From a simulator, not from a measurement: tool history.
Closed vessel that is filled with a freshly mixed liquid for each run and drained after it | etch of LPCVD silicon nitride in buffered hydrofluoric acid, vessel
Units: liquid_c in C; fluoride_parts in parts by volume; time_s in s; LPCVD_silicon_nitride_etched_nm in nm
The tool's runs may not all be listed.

run  hour  liquid_c  fluoride_parts  time_s  LPCVD_silicon_nitride_etched_nm
  1   0.0      23.0            13.0    2865                           32.489
  2   7.2      22.5            13.0    2865                           31.830
  3  11.3      22.0            13.0    2865                           31.138
  4  15.1      22.0            15.5    2865                           26.120
  5  18.9      19.0            15.5    2865                           22.126
  6  22.4      21.0            15.5    2865                           24.669

The next listed run, before its measurement:
  7  30.8      22.0            15.5    2865                                ?

LPCVD_silicon_nitride_etched_nm: 26.115 nm

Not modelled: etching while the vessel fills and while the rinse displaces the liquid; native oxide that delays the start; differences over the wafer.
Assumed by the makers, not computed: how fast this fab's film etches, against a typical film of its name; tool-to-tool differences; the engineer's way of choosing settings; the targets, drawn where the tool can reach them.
